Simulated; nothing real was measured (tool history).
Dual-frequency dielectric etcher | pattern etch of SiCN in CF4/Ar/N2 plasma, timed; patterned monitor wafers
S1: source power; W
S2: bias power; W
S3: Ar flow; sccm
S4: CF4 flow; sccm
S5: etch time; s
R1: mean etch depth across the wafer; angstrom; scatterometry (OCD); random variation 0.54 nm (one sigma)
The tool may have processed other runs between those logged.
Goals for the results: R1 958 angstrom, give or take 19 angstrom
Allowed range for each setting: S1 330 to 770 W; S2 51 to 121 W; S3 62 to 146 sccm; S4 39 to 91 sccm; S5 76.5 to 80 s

run	hour	S1	S2	S3	S4	S5	R1
1	0	550	86	104	65	76.5	813.45
2	2.4	550	86	97	65	76.5	813.67
3	8.9	550	86	97	65	76.5	824.36
4	16	580	86	97	65	76.5	869.52
5	20.3	600	86	97	65	76.5	891.28
6	22.3	600	86	109	65	76.5	884.35
7	28.1	610	86	109	65	76.5	893.94
8	35.8	620	86	109	65	76.5	906.48
9	43.1	630	86	109	65	76.5	920.13

Which of these 4 next moves meets every target?
A	50.4	650	90	102	58	79.5	?
B	50.4	600	95	106	58	78.5	?
C	50.4	620	84	111	69	79.5	?
D	50.4	670	72	111	66	79.5	?

move	R1
A	998.42
B	916.2
C	950.74
D	987.74
A: moves the result that the last run missed by most past its target, out the other side
B: misses by more than the last run did
C: in spec on every target
D: moves the result that the last run missed by most past its target, out the other side
C meets every target.
